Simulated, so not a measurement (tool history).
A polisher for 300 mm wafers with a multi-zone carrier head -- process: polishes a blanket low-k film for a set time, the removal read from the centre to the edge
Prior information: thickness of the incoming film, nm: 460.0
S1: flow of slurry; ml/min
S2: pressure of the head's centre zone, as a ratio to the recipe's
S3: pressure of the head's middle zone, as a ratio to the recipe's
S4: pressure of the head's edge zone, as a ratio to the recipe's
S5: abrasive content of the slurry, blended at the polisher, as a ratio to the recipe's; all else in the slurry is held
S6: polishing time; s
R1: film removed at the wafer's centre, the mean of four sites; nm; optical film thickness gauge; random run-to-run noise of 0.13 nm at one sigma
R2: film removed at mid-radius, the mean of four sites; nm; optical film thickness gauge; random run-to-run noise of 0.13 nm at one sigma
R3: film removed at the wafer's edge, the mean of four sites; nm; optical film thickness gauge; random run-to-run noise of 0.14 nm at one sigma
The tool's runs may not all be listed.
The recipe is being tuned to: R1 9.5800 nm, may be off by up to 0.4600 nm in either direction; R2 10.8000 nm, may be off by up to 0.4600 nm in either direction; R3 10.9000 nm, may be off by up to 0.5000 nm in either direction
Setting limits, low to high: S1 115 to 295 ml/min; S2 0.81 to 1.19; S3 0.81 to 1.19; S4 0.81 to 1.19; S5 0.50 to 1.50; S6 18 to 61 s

run 1 hour=0.0 | S1=190 S2=1.00 S3=1.00 S4=1.00 S5=1.00 S6=39 | R1=15.7240 R2=14.9720 R3=15.7410
run 2 hour=3.3 | S1=185 S2=0.96 S3=1.00 S4=0.98 S5=0.85 S6=38 | R1=13.6630 R2=13.8330 R3=13.7700
run 3 hour=11.8 | S1=180 S2=0.92 S3=0.98 S4=0.99 S5=0.75 S6=38 | R1=12.3750 R2=12.6950 R3=13.4680
run 4 hour=15.4 | S1=180 S2=0.92 S3=0.98 S4=0.99 S5=0.85 S6=38 | R1=13.2270 R2=13.1450 R3=14.1370
run 5 hour=22.0 | S1=225 S2=0.92 S3=0.98 S4=0.99 S5=0.85 S6=38 | R1=13.5040 R2=13.9530 R3=13.8920
run 6 hour=29.1 | S1=265 S2=0.92 S3=0.98 S4=0.99 S5=0.85 S6=38 | R1=13.8940 R2=14.0350 R3=14.1640
run 7 hour=30.4 | S1=260 S2=0.89 S3=0.98 S4=0.99 S5=0.75 S6=37 | R1=12.2780 R2=12.9850 R3=13.3440
run 8 hour=32.6 | S1=260 S2=0.87 S3=0.97 S4=0.96 S5=0.70 S6=37 | R1=11.9530 R2=12.3560 R3=12.6570
run 9 hour=36.3 | S1=260 S2=0.87 S3=0.97 S4=0.96 S5=0.70 S6=37 | R1=11.5500 R2=12.2850 R3=12.7060
run 10 hour=45.0 | S1=260 S2=0.86 S3=0.97 S4=0.93 S5=0.65 S6=37 | R1=11.2580 R2=11.8100 R3=11.8750
run 11 hour=46.7 | S1=255 S2=0.85 S3=0.98 S4=0.93 S5=0.60 S6=37 | R1=10.8170 R2=11.4230 R3=11.1660
run 12 hour=51.1 | S1=250 S2=0.84 S3=0.98 S4=0.95 S5=0.60 S6=37 | R1=10.7690 R2=11.4930 R3=11.3200
run 13 hour=53.9 | S1=250 S2=0.83 S3=0.98 S4=0.98 S5=0.60 S6=37 | R1=10.5920 R2=11.4600 R3=11.8010
run 14 hour=58.1 | S1=245 S2=0.82 S3=0.99 S4=0.98 S5=0.60 S6=37 | R1=10.4760 R2=11.4700 R3=11.2440
run 15 hour=61.0 | S1=245 S2=0.82 S3=0.99 S4=0.98 S5=0.60 S6=37 | R1=10.3660 R2=11.5420 R3=11.7220
run 16 hour=64.2 | S1=240 S2=0.82 S3=0.99 S4=0.98 S5=0.60 S6=37 | R1=10.2650 R2=11.4530 R3=11.6270
run 17 hour=66.4 | S1=235 S2=0.82 S3=0.99 S4=0.98 S5=0.60 S6=37 | R1=10.2700 R2=11.5150 R3=11.3490
run 18 hour=68.4 | S1=215 S2=0.81 S3=0.97 S4=1.02 S5=0.50 S6=37 | R1=9.2756 R2=9.9368 R3=10.9180
run 19 hour=74.9 | S1=220 S2=0.81 S3=0.98 S4=1.02 S5=0.50 S6=37 | R1=9.3962 R2=10.1450 R3=10.6350
run 20 hour=77.8 | S1=220 S2=0.81 S3=0.99 S4=1.03 S5=0.50 S6=37 | R1=9.4552 R2=10.2630 R3=10.6980

5 candidate next runs follow, results not yet known. Just one meets every target within its allowed miss. Identify it.
run A hour=80.7 | S1=150 S2=0.90 S3=0.82 S4=0.97 S5=0.50 S6=43 | R1=? R2=? R3=?
run B hour=80.7 | S1=210 S2=0.94 S3=0.95 S4=1.03 S5=0.50 S6=36 | R1=? R2=? R3=?
run C hour=80.7 | S1=210 S2=0.88 S3=1.08 S4=1.13 S5=0.55 S6=35 | R1=? R2=? R3=?
run D hour=80.7 | S1=280 S2=0.81 S3=0.93 S4=0.93 S5=0.90 S6=27 | R1=? R2=? R3=?
run E hour=80.7 | S1=245 S2=1.09 S3=0.95 S4=0.94 S5=0.50 S6=35 | R1=? R2=? R3=?

move=A R1=11.0410 R2=9.5654 R3=11.5880
move=B R1=9.9883 R2=9.4329 R3=10.2810
move=C R1=9.8004 R2=10.7690 R3=11.0050
move=D R1=9.4567 R2=9.6451 R3=10.1180
move=E R1=10.9550 R2=9.3221 R3=9.6923
A: misses by more than the last run did
B: misses by more than the last run did
C: all results land within tolerance of their targets
D: misses by more than the last run did
E: misses by more than the last run did
C is the move that brings every result within its allowed miss.

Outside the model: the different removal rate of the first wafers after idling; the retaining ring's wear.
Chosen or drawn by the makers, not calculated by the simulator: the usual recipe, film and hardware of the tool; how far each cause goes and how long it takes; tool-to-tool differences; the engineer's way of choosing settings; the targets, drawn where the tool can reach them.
